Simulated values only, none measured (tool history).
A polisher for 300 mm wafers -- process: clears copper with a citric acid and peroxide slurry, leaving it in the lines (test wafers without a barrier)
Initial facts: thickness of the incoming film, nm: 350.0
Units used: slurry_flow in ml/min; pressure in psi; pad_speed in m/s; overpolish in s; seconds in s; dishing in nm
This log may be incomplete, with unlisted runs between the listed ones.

| run | day | slurry_flow | pressure | pad_speed | slurry_solids | overpolish | seconds | dishing |
|---|---|---|---|---|---|---|---|---|
| 1 | 0 | 295 | 3.5 | 1.06 | 1 | 26 | 160.28 | 28.506 |
| 2 | 0.338 | 295 | 3.7 | 1.06 | 1 | 24 | 150.26 | 28.212 |
| 3 | 0.658 | 295 | 3.7 | 1.22 | 1 | 24 | 131.3 | 30.675 |
| 4 | 0.721 | 295 | 3.7 | 1.04 | 1 | 24 | 153.64 | 27.571 |
| 5 | 0.992 | 295 | 3.9 | 1.04 | 1 | 22 | 143.1 | 26.941 |
| 6 | 1.304 | 295 | 4 | 1.04 | 1 | 21 | 140.09 | 26.508 |
| 7 | 1.654 | 295 | 4.1 | 1.04 | 1 | 20 | 137.42 | 26.746 |
| 8 | 1.879 | 295 | 4.8 | 1.18 | 1 | 8 | 103.29 | 16.612 |
| 9 | 2.029 | 320 | 4.3 | 1.24 | 1.15 | 18 | 107.02 | 28.18 |
|  | 2.138 | worn pad replaced by a new one |
| 10 | 2.138 | 315 | 4.3 | 1.24 | 1.1 | 18 | 94.399 | 31.102 |
| 11 | 2.296 | 315 | 4.3 | 1.24 | 1.1 | 18 | 94.798 | 30.711 |

What will run 12 give?
| 12 | 2.571 | 310 | 4.3 | 1.24 | 1.1 | 18 | ? | ? |

{"run 12": {"seconds": 97.01, "dishing": 31.267}}
